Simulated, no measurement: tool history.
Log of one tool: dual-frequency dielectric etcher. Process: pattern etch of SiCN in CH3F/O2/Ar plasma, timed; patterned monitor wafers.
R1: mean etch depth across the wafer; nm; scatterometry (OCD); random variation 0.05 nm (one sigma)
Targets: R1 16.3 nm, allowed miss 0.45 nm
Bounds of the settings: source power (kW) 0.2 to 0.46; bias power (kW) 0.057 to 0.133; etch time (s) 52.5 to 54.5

{"run": 1, "hour": 0.0, "source power (kW)": 0.33, "bias power (kW)": 0.095, "etch time (s)": 52.5, "R1": 20.846}
{"run": 2, "hour": 2.9, "source power (kW)": 0.28, "bias power (kW)": 0.095, "etch time (s)": 52.5, "R1": 18.942}
{"run": 3, "hour": 5.6, "source power (kW)": 0.3, "bias power (kW)": 0.095, "etch time (s)": 52.5, "R1": 19.591}
{"run": 4, "hour": 12.8, "source power (kW)": 0.3, "bias power (kW)": 0.095, "etch time (s)": 54.5, "R1": 20.362}
{"run": 5, "hour": 21.3, "source power (kW)": 0.3, "bias power (kW)": 0.095, "etch time (s)": 54.5, "R1": 20.345}
{"run": 6, "hour": 25.2, "source power (kW)": 0.34, "bias power (kW)": 0.095, "etch time (s)": 54.5, "R1": 21.865}
{"run": 7, "hour": 27.4, "source power (kW)": 0.31, "bias power (kW)": 0.09, "etch time (s)": 54, "R1": 19.892}
{"run": 8, "hour": 36.2, "source power (kW)": 0.29, "bias power (kW)": 0.088, "etch time (s)": 54, "R1": 18.92}
{"run": 9, "hour": 41.5, "source power (kW)": 0.27, "bias power (kW)": 0.087, "etch time (s)": 54, "R1": 17.988}
{"run": 10, "hour": 45.4, "source power (kW)": 0.26, "bias power (kW)": 0.087, "etch time (s)": 54, "R1": 17.683}
{"run": 11, "hour": 50.5, "source power (kW)": 0.25, "bias power (kW)": 0.087, "etch time (s)": 54, "R1": 17.19}
{"run": 12, "hour": 58.5, "source power (kW)": 0.22, "bias power (kW)": 0.084, "etch time (s)": 54, "R1": 15.35}

4 next moves are on the table. One of them brings every result within its allowed miss. Which?
{"run": "A", "hour": 66.5, "source power (kW)": 0.23, "bias power (kW)": 0.085, "etch time (s)": 54.5, "R1": "?"}
{"run": "B", "hour": 66.5, "source power (kW)": 0.22, "bias power (kW)": 0.082, "etch time (s)": 54.5, "R1": "?"}
{"run": "C", "hour": 66.5, "source power (kW)": 0.23, "bias power (kW)": 0.084, "etch time (s)": 52.5, "R1": "?"}
{"run": "D", "hour": 66.5, "source power (kW)": 0.22, "bias power (kW)": 0.083, "etch time (s)": 54, "R1": "?"}

move=A R1=16.173
move=B R1=15.306
move=C R1=15.46
move=D R1=15.289
A: meets every target
B: as far off as the last run
C: nearer than the last run, and not there yet
D: further off than the last run
The right move is A.
